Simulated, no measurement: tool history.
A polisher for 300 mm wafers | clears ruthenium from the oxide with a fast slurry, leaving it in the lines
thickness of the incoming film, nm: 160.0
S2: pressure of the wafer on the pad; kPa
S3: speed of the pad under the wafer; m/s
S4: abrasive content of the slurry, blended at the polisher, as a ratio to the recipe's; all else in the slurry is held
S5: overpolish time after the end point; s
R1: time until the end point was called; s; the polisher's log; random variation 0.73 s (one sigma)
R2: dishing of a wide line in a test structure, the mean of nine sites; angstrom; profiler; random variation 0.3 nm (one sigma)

run 1 day=0.000 | flow_of_slurry_(ml/min)=265 S2=17.2 S3=1.16 S4=1.00 S5=25 | R1=43.045 R2=360.27
run 2 day=0.329 | flow_of_slurry_(ml/min)=265 S2=16.5 S3=1.16 S4=1.00 S5=21 | R1=44.235 R2=332.97
run 3 day=0.642 | flow_of_slurry_(ml/min)=265 S2=16.5 S3=1.16 S4=0.80 S5=21 | R1=49.632 R2=313.82
run 4 day=0.983 | flow_of_slurry_(ml/min)=265 S2=16.5 S3=1.16 S4=0.80 S5=26 | R1=50.037 R2=345.33
run 5 day=1.112 | flow_of_slurry_(ml/min)=265 S2=16.5 S3=1.16 S4=0.90 S5=26 | R1=47.216 R2=358.90
run 6 day=1.192 | flow_of_slurry_(ml/min)=330 S2=16.5 S3=1.16 S4=0.90 S5=26 | R1=45.347 R2=353.86
run 7 day=1.517 | flow_of_slurry_(ml/min)=405 S2=13.8 S3=1.14 S4=0.95 S5=14 | R1=52.099 R2=249.33
run 8 day=1.667 | flow_of_slurry_(ml/min)=405 S2=14.5 S3=1.14 S4=0.95 S5=13 | R1=50.472 R2=243.91
run 9 day=1.792 | flow_of_slurry_(ml/min)=405 S2=16.5 S3=1.14 S4=0.95 S5=8 | R1=44.270 R2=195.93
run 10 day=2.000 | flow_of_slurry_(ml/min)=395 S2=15.9 S3=1.16 S4=0.95 S5=9 | R1=46.599 R2=207.65
run 11 day=2.029 | flow_of_slurry_(ml/min)=390 S2=15.9 S3=1.18 S4=0.95 S5=10 | R1=46.210 R2=221.34
run 12 day=2.108 | flow_of_slurry_(ml/min)=380 S2=15.9 S3=1.20 S4=0.95 S5=14 | R1=44.886 R2=277.06
run 13 day=2.338 | flow_of_slurry_(ml/min)=380 S2=15.9 S3=1.18 S4=0.95 S5=14 | R1=45.721 R2=275.28
run 14 day=2.600 | flow_of_slurry_(ml/min)=380 S2=15.9 S3=1.16 S4=0.95 S5=14 | R1=47.734 R2=274.62
run 15 day=2.683 | flow_of_slurry_(ml/min)=375 S2=16.5 S3=1.16 S4=0.90 S5=13 | R1=46.010 R2=263.47
run 16 day=3.012 | flow_of_slurry_(ml/min)=375 S2=16.5 S3=1.16 S4=0.95 S5=13 | R1=43.288 R2=262.18
run 17 day=3.358 | flow_of_slurry_(ml/min)=365 S2=13.1 S3=1.14 S4=1.15 S5=8 | R1=51.877 R2=171.91
run 18 day=3.654 | flow_of_slurry_(ml/min)=365 S2=13.8 S3=1.16 S4=1.10 S5=8 | R1=48.764 R2=178.82
run 19 day=3.688 | flow_of_slurry_(ml/min)=350 S2=15.9 S3=1.16 S4=0.90 S5=20 | R1=48.734 R2=323.81
run 20 day=3.717 | flow_of_slurry_(ml/min)=330 S2=15.9 S3=1.14 S4=0.95 S5=19 | R1=47.348 R2=314.57
run 21 day=3.942 | flow_of_slurry_(ml/min)=330 S2=15.9 S3=1.14 S4=0.95 S5=19 | R1=49.008 R2=309.97
run 22 day=4.079 | flow_of_slurry_(ml/min)=325 S2=15.2 S3=1.18 S4=0.95 S5=18 | R1=48.248 R2=301.85

Forecast run 23:
run 23 day=4.292 | flow_of_slurry_(ml/min)=330 S2=15.2 S3=1.14 S4=1.00 S5=18 | R1=? R2=?

{"run 23": {"R1": 48.865, "R2": 300.07}}
